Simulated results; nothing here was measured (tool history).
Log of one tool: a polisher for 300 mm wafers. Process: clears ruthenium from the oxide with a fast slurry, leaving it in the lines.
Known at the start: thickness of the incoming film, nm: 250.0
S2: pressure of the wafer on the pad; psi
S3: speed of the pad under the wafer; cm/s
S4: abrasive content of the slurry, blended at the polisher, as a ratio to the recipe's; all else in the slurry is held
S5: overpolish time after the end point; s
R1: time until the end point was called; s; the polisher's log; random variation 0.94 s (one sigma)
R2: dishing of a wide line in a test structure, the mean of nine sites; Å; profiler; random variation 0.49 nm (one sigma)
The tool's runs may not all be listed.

{"run": 1, "day": 0.0, "flow of slurry (ml/min)": 260, "S2": 2.1, "S3": 128, "S4": 1.0, "S5": 22, "R1": 55.278, "R2": 318.69}
{"run": 2, "day": 0.158, "flow of slurry (ml/min)": 260, "S2": 2.1, "S3": 128, "S4": 1.0, "S5": 30, "R1": 57.081, "R2": 343.68}
{"run": 3, "day": 0.346, "flow of slurry (ml/min)": 260, "S2": 2.1, "S3": 128, "S4": 0.85, "S5": 30, "R1": 61.255, "R2": 339.71}
{"run": 4, "day": 0.521, "flow of slurry (ml/min)": 260, "S2": 1.7, "S3": 128, "S4": 0.85, "S5": 30, "R1": 76.922, "R2": 327.18}
{"run": 5, "day": 0.617, "flow of slurry (ml/min)": 250, "S2": 1.6, "S3": 126, "S4": 0.9, "S5": 23, "R1": 80.369, "R2": 295.07}
{"run": 6, "day": 0.817, "flow of slurry (ml/min)": 220, "S2": 1.5, "S3": 126, "S4": 0.95, "S5": 18, "R1": 82.89, "R2": 265.58}

Run 7 comes next. What will it give?
{"run": 7, "day": 0.983, "flow of slurry (ml/min)": 200, "S2": 1.4, "S3": 126, "S4": 0.95, "S5": 15, "R1": "?", "R2": "?"}

{"run 7": {"R1": 88.295, "R2": 242.98}}
